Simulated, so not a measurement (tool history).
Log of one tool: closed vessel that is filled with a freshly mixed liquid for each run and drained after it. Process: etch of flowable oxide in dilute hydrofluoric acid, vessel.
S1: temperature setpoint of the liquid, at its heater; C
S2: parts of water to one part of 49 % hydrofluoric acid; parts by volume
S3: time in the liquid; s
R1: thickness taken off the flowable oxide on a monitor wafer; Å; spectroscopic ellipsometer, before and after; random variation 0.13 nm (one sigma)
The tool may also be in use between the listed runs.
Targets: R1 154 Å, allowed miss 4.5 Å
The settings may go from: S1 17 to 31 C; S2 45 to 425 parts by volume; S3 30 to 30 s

| run | hour | S1 | S2 | S3 | R1 |
|---|---|---|---|---|---|
| 1 | 0 | 23 | 235 | 30 | 79.247 |
| 2 | 5.1 | 23.5 | 225 | 30 | 85.619 |
| 3 | 9.3 | 24 | 220 | 30 | 88.026 |
| 4 | 12.2 | 24.5 | 210 | 30 | 95.052 |
| 5 | 14.7 | 25 | 205 | 30 | 101.27 |
| 6 | 20.9 | 25.5 | 200 | 30 | 106.82 |
| 7 | 21.4 | 26 | 200 | 30 | 106.45 |
| 8 | 24.7 | 26.5 | 195 | 30 | 113.51 |
| 9 | 29.8 | 27 | 195 | 30 | 113.99 |
| 10 | 38 | 31 | 150 | 30 | 180.73 |
| 11 | 44.7 | 30.5 | 150 | 30 | 179 |
| 12 | 48.1 | 30 | 150 | 30 | 175.56 |
|  | 56.8 | thermometer replaced |
| 13 | 56.8 | 30 | 150 | 30 | 168.99 |
| 14 | 58.5 | 29 | 150 | 30 | 161.81 |

Which of these 5 next moves meets every target?
| A | 60.2 | 28 | 150 | 30 | ? |
| B | 60.2 | 30.5 | 155 | 30 | ? |
| C | 60.2 | 29 | 145 | 30 | ? |
| D | 60.2 | 27 | 130 | 30 | ? |
| E | 60.2 | 30 | 150 | 30 | ? |

| move | R1 |
|---|---|
| A | 156.41 |
| B | 164.62 |
| C | 168.9 |
| D | 178.31 |
| E | 168.19 |
A: meets every target
B: further off than the last run
C: further off than the last run
D: further off than the last run
E: further off than the last run
Answer: A

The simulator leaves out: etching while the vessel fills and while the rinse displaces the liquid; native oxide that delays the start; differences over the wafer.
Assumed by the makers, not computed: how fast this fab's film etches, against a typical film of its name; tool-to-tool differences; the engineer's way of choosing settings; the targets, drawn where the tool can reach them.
